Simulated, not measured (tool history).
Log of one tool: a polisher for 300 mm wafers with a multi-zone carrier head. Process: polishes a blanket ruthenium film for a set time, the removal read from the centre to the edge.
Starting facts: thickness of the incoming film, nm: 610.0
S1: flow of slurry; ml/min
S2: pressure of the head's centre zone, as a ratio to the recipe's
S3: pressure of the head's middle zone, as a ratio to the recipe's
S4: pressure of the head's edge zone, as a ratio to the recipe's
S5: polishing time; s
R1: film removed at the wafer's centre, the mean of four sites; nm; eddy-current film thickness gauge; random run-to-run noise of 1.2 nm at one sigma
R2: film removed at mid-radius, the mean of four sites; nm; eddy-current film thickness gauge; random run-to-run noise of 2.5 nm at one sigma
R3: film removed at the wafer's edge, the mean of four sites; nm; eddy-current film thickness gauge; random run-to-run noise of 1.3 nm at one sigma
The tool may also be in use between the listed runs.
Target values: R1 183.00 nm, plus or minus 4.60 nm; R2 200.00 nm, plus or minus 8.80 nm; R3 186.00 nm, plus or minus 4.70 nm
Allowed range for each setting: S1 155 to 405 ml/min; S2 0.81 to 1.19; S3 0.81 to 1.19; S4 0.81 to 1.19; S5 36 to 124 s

{"run": 1, "hour": 0.0, "S1": 260, "S2": 1.0, "S3": 1.0, "S4": 1.0, "S5": 79, "R1": 144.88, "R2": 145.02, "R3": 143.35}
{"run": 2, "hour": 5.7, "S1": 260, "S2": 1.0, "S3": 1.0, "S4": 0.97, "S5": 79, "R1": 144.67, "R2": 147.51, "R3": 143.09}
{"run": 3, "hour": 8.4, "S1": 270, "S2": 1.0, "S3": 1.03, "S4": 1.0, "S5": 85, "R1": 157.16, "R2": 159.94, "R3": 156.91}
{"run": 4, "hour": 10.3, "S1": 305, "S2": 1.0, "S3": 1.03, "S4": 1.0, "S5": 85, "R1": 158.75, "R2": 161.84, "R3": 157.19}
{"run": 5, "hour": 16.1, "S1": 305, "S2": 1.0, "S3": 1.07, "S4": 1.02, "S5": 89, "R1": 169.13, "R2": 174.12, "R3": 167.01}
{"run": 6, "hour": 19.5, "S1": 305, "S2": 1.0, "S3": 1.07, "S4": 1.02, "S5": 77, "R1": 145.18, "R2": 150.89, "R3": 145.27}
{"run": 7, "hour": 26.8, "S1": 305, "S2": 1.0, "S3": 1.1, "S4": 1.03, "S5": 83, "R1": 157.18, "R2": 166.66, "R3": 154.63}
{"run": 8, "hour": 33.0, "S1": 310, "S2": 1.0, "S3": 1.12, "S4": 1.06, "S5": 87, "R1": 164.96, "R2": 181.07, "R3": 166.2}
{"run": 9, "hour": 37.6, "S1": 320, "S2": 1.01, "S3": 1.13, "S4": 1.1, "S5": 88, "R1": 167.99, "R2": 185.13, "R3": 172.84}
{"run": 10, "hour": 42.0, "S1": 330, "S2": 1.03, "S3": 1.14, "S4": 1.12, "S5": 89, "R1": 172.42, "R2": 189.37, "R3": 175.86}
{"run": 11, "hour": 49.6, "S1": 335, "S2": 1.04, "S3": 1.15, "S4": 1.14, "S5": 90, "R1": 176.62, "R2": 188.01, "R3": 178.03}

Exactly one of the 5 candidate moves below puts every result within its allowed miss. Which one?
{"run": "A", "hour": 57.2, "S1": 320, "S2": 1.15, "S3": 1.04, "S4": 1.19, "S5": 89, "R1": "?", "R2": "?", "R3": "?"}
{"run": "B", "hour": 57.2, "S1": 390, "S2": 1.04, "S3": 1.19, "S4": 1.1, "S5": 89, "R1": "?", "R2": "?", "R3": "?"}
{"run": "C", "hour": 57.2, "S1": 355, "S2": 1.02, "S3": 1.15, "S4": 1.13, "S5": 94, "R1": "?", "R2": "?", "R3": "?"}
{"run": "D", "hour": 57.2, "S1": 380, "S2": 1.06, "S3": 1.04, "S4": 1.19, "S5": 91, "R1": "?", "R2": "?", "R3": "?"}
{"run": "E", "hour": 57.2, "S1": 310, "S2": 1.0, "S3": 1.03, "S4": 1.19, "S5": 90, "R1": "?", "R2": "?", "R3": "?"}

move=A R1=193.19 R2=175.16 R3=180.13
move=B R1=178.96 R2=199.91 R3=174.95
move=C R1=183.91 R2=203.50 R3=186.31
move=D R1=185.74 R2=181.91 R3=186.36
move=E R1=170.24 R2=175.28 R3=181.74
A: lands further from the targets than the last run did
B: lands further from the targets than the last run did
C: all results in spec
D: brings the last run's worst result on target, with another outside its allowed miss
E: brings the last run's worst result on target, with another outside its allowed miss
Correct choice: C, which meets every target

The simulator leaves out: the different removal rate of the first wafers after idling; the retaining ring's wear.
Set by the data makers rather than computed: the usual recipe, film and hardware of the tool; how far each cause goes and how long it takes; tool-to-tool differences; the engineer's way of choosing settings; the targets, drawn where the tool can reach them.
